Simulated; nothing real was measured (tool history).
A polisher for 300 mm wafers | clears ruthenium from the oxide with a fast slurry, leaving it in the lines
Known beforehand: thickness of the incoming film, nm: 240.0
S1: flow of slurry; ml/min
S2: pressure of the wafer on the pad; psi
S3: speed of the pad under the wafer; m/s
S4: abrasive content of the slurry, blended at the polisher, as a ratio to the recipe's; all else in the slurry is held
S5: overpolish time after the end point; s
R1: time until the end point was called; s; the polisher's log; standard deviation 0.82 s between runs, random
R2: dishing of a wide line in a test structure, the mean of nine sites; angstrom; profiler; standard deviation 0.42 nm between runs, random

Run 1, hour 0.0: S1 145 ml/min, S2 2.1 psi, S3 0.94 m/s, S4 1.0, S5 29 s. Result: R1 92.317 s, R2 701.62 angstrom.
Run 2, hour 8.3: S1 150 ml/min, S2 2.1 psi, S3 0.94 m/s, S4 1.0, S5 27 s. Result: R1 90.411 s, R2 636.18 angstrom.
Run 3, hour 14.1: S1 155 ml/min, S2 2.1 psi, S3 0.94 m/s, S4 1.0, S5 25 s. Result: R1 90.292 s, R2 600.16 angstrom.
Run 4, hour 21.1: S1 160 ml/min, S2 2.1 psi, S3 0.94 m/s, S4 1.0, S5 24 s. Result: R1 89.613 s, R2 580.89 angstrom.
Run 5, hour 25.7: S1 165 ml/min, S2 2.1 psi, S3 0.94 m/s, S4 1.0, S5 23 s. Result: R1 88.934 s, R2 576.09 angstrom.
Run 6, hour 30.2: S1 165 ml/min, S2 2.1 psi, S3 0.94 m/s, S4 1.0, S5 21 s. Result: R1 88.237 s, R2 535.23 angstrom.

What does the tool deliver on the next run?
Run 7, hour 33.7: S1 170 ml/min, S2 1.9 psi, S3 0.94 m/s, S4 1.0, S5 9 s. Result: R1 ?, R2 ?.

R1: 98.168 s
R2: 216.43 angstrom
